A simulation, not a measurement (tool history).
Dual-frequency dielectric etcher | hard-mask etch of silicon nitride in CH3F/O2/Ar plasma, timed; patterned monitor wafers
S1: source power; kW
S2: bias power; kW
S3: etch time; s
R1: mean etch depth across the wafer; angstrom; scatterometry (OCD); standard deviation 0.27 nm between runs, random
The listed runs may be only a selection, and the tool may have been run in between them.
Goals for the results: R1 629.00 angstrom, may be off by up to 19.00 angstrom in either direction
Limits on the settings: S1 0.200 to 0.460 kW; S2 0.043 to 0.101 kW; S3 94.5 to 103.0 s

{"run": 1, "hour": 0.0, "S1": 0.33, "S2": 0.072, "S3": 103.0, "R1": 731.07}
{"run": 2, "hour": 1.1, "S1": 0.31, "S2": 0.07, "S3": 102.5, "R1": 702.15}
{"run": 3, "hour": 8.2, "S1": 0.34, "S2": 0.07, "S3": 102.5, "R1": 732.2}
{"run": 4, "hour": 15.9, "S1": 0.34, "S2": 0.07, "S3": 103.0, "R1": 729.89}
{"run": 5, "hour": 24.3, "S1": 0.34, "S2": 0.07, "S3": 103.0, "R1": 731.33}
{"run": 6, "hour": 32.5, "S1": 0.34, "S2": 0.07, "S3": 103.0, "R1": 732.62}
{"run": 7, "hour": 34.1, "S1": 0.32, "S2": 0.068, "S3": 102.5, "R1": 712.91}
{"run": 8, "hour": 42.3, "S1": 0.3, "S2": 0.066, "S3": 101.0, "R1": 674.05}
{"run": 9, "hour": 49.8, "S1": 0.29, "S2": 0.065, "S3": 101.0, "R1": 660.88}
{"run": 10, "hour": 51.7, "S1": 0.28, "S2": 0.064, "S3": 101.0, "R1": 649.28}

Below are 4 possible settings for the next run. Only one of them brings all results inside the allowed miss of their targets. Which is it?
{"run": "A", "hour": 53.6, "S1": 0.29, "S2": 0.068, "S3": 99.5, "R1": "?"}
{"run": "B", "hour": 53.6, "S1": 0.27, "S2": 0.063, "S3": 98.5, "R1": "?"}
{"run": "C", "hour": 53.6, "S1": 0.27, "S2": 0.072, "S3": 103.0, "R1": "?"}
{"run": "D", "hour": 53.6, "S1": 0.3, "S2": 0.064, "S3": 100.0, "R1": "?"}

move=A R1=660.40
move=B R1=623.65
move=C R1=673.51
move=D R1=663.27
A: misses by more than the last run did
B: hits every target within its allowed miss
C: misses by more than the last run did
D: misses by more than the last run did
So the answer is move B, the one that meets all the targets.
